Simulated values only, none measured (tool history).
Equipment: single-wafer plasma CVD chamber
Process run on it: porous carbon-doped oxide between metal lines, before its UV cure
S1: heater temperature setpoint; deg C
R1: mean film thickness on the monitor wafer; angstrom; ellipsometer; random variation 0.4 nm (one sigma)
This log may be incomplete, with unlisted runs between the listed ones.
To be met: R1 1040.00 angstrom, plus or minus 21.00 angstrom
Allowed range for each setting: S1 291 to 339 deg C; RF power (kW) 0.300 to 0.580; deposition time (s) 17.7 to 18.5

run 1 hour=0.0 | S1=315 RF_power_(kW)=0.440 deposition_time_(s)=18.5 | R1=899.85
run 2 hour=2.0 | S1=315 RF_power_(kW)=0.440 deposition_time_(s)=18.5 | R1=903.41
run 3 hour=7.7 | S1=312 RF_power_(kW)=0.445 deposition_time_(s)=18.5 | R1=928.79
run 4 hour=15.7 | S1=310 RF_power_(kW)=0.445 deposition_time_(s)=18.5 | R1=939.07
run 5 hour=19.2 | S1=308 RF_power_(kW)=0.445 deposition_time_(s)=18.5 | R1=946.88
run 6 hour=26.4 | S1=306 RF_power_(kW)=0.445 deposition_time_(s)=18.5 | R1=959.79
run 7 hour=30.9 | S1=304 RF_power_(kW)=0.445 deposition_time_(s)=18.5 | R1=975.50
run 8 hour=34.6 | S1=303 RF_power_(kW)=0.445 deposition_time_(s)=18.5 | R1=988.53

Next run, 4 choices. One meets every target within its allowed miss, the rest don't. Which?
run A hour=38.3 | S1=300 RF_power_(kW)=0.465 deposition_time_(s)=18.5 | R1=?
run B hour=38.3 | S1=299 RF_power_(kW)=0.440 deposition_time_(s)=17.8 | R1=?
run C hour=38.3 | S1=307 RF_power_(kW)=0.450 deposition_time_(s)=18.5 | R1=?
run D hour=38.3 | S1=301 RF_power_(kW)=0.435 deposition_time_(s)=18.5 | R1=?

move=A R1=1028.20
move=B R1=957.34
move=C R1=960.45
move=D R1=971.87
A: hits every target within its allowed miss
B: lands further from the targets than the last run did
C: lands further from the targets than the last run did
D: lands further from the targets than the last run did
Correct choice: A, which meets every target

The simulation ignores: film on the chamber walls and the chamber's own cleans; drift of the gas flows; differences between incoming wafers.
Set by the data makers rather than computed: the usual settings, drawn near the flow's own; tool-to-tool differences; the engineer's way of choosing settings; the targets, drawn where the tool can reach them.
